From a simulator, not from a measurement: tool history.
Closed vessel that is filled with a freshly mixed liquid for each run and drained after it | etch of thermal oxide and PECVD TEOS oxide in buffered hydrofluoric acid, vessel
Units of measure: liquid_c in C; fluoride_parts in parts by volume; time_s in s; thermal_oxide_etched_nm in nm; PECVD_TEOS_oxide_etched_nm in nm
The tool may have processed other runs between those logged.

run	hour	liquid_c	fluoride_parts	time_s	thermal_oxide_etched_nm	PECVD_TEOS_oxide_etched_nm
1	0	25	18.5	60	36.958	62.096
2	1.3	25	18.5	70	42.977	72.626
3	9.6	25	18.5	90	55.576	93.387
4	16.7	25	20.5	90	51.064	85.513
5	18.1	26	20	90	53.881	90.247
6	20.4	26	20	75	44.881	76.173
7	21.5	26.5	19	75	49.366	81.874
8	28	27	18.5	75	51.382	85.965

Run 9 has not been measured yet. What should we expect?
9	29.6	27.5	18	75	?	?

For run 9 the tool returned thermal_oxide_etched_nm 54.221 nm, PECVD_TEOS_oxide_etched_nm 91.542 nm.
